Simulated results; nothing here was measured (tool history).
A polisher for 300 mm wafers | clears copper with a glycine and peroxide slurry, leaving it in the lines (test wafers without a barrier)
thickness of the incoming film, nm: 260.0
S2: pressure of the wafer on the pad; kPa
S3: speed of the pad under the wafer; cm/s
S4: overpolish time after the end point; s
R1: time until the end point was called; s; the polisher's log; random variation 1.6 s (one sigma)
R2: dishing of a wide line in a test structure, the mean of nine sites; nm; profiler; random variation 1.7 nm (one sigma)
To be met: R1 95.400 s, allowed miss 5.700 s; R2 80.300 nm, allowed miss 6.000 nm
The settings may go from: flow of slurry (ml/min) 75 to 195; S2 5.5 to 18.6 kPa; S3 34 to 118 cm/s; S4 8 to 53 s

{"run": 1, "hour": 0.0, "flow of slurry (ml/min)": 125, "S2": 11.7, "S3": 76, "S4": 27, "R1": 119.57, "R2": 44.409}
{"run": 2, "hour": 7.2, "flow of slurry (ml/min)": 125, "S2": 11.7, "S3": 76, "S4": 36, "R1": 116.81, "R2": 53.888}
{"run": 3, "hour": 8.7, "flow of slurry (ml/min)": 125, "S2": 10.3, "S3": 76, "S4": 36, "R1": 126.79, "R2": 53.769}
{"run": 4, "hour": 15.7, "flow of slurry (ml/min)": 125, "S2": 11.0, "S3": 80, "S4": 39, "R1": 117.67, "R2": 57.946}
{"run": 5, "hour": 17.3, "flow of slurry (ml/min)": 140, "S2": 11.0, "S3": 80, "S4": 39, "R1": 117.8, "R2": 59.871}
{"run": 6, "hour": 18.1, "flow of slurry (ml/min)": 140, "S2": 13.8, "S3": 80, "S4": 39, "R1": 97.356, "R2": 64.875}
{"run": 7, "hour": 26.5, "flow of slurry (ml/min)": 140, "S2": 13.8, "S3": 80, "S4": 42, "R1": 100.75, "R2": 68.375}
{"run": 8, "hour": 29.3, "flow of slurry (ml/min)": 140, "S2": 13.8, "S3": 80, "S4": 44, "R1": 102.34, "R2": 72.391}
{"run": 9, "hour": 35.7, "flow of slurry (ml/min)": 140, "S2": 13.8, "S3": 80, "S4": 45, "R1": 104.17, "R2": 74.789}

5 next moves are on the table. One of them brings every result within its allowed miss. Which?
{"run": "A", "hour": 42.1, "flow of slurry (ml/min)": 130, "S2": 14.5, "S3": 84, "S4": 47, "R1": "?", "R2": "?"}
{"run": "B", "hour": 42.1, "flow of slurry (ml/min)": 130, "S2": 12.4, "S3": 80, "S4": 44, "R1": "?", "R2": "?"}
{"run": "C", "hour": 42.1, "flow of slurry (ml/min)": 130, "S2": 13.1, "S3": 92, "S4": 39, "R1": "?", "R2": "?"}
{"run": "D", "hour": 42.1, "flow of slurry (ml/min)": 160, "S2": 14.5, "S3": 88, "S4": 36, "R1": "?", "R2": "?"}
{"run": "E", "hour": 42.1, "flow of slurry (ml/min)": 155, "S2": 13.8, "S3": 84, "S4": 35, "R1": "?", "R2": "?"}

move=A R1=95.748 R2=78.654
move=B R1=108.720 R2=67.480
move=C R1=95.161 R2=67.817
move=D R1=89.823 R2=67.079
move=E R1=96.223 R2=62.065
A: meets every target
B: further off than the last run
C: brings the result that was furthest off to its target, and leaves another outside
D: brings the result that was furthest off to its target, and leaves another outside
E: brings the result that was furthest off to its target, and leaves another outside
The right move is A.
